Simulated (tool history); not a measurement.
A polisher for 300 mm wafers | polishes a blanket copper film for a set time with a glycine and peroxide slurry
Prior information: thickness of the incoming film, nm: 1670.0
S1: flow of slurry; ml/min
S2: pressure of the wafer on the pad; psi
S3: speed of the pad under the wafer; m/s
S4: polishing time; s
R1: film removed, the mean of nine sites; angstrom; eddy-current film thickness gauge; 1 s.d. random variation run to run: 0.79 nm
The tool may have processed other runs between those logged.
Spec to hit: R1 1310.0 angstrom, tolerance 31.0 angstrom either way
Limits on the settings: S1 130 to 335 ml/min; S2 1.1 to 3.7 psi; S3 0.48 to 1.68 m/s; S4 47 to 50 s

run,hour,S1,S2,S3,S4,R1
1,0.0,215,2.4,1.08,47,2379.3
2,3.6,215,2.4,1.34,47,2827.9
3,9.9,215,2.4,1.34,50,3043.5
4,17.9,260,2.4,1.34,50,3129.8
5,18.8,285,2.4,1.34,50,3136.4
6,22.9,285,2.4,1.34,47,2949.4
7,27.9,275,2.2,1.26,47,2609.6
8,31.9,240,1.6,0.96,47,1728.8
9,39.0,235,1.5,0.94,47,1626.7
10,40.8,230,1.4,0.92,47,1554.3
11,47.7,225,1.3,0.90,47,1450.9
12,51.9,215,1.3,0.90,47,1459.2
13,56.8,210,1.3,0.90,47,1461.1
14,58.0,205,1.3,0.90,47,1442.7
15,62.5,200,1.3,0.90,47,1438.3

Next run, 5 choices. One meets every target within its allowed miss, the rest don't. Which?
A,67.0,185,1.1,0.80,48,?
B,67.0,180,1.3,1.00,49,?
C,67.0,225,1.1,0.74,48,?
D,67.0,250,1.6,0.60,47,?
E,67.0,215,1.2,0.80,47,?

move,R1
A,1243.0
B,1589.5
C,1216.8
D,1248.3
E,1292.9
A: takes the result that was furthest off past its target
B: its largest miss is bigger than the last run's
C: takes the result that was furthest off past its target
D: takes the result that was furthest off past its target
E: every result lands within tolerance
E meets every target.
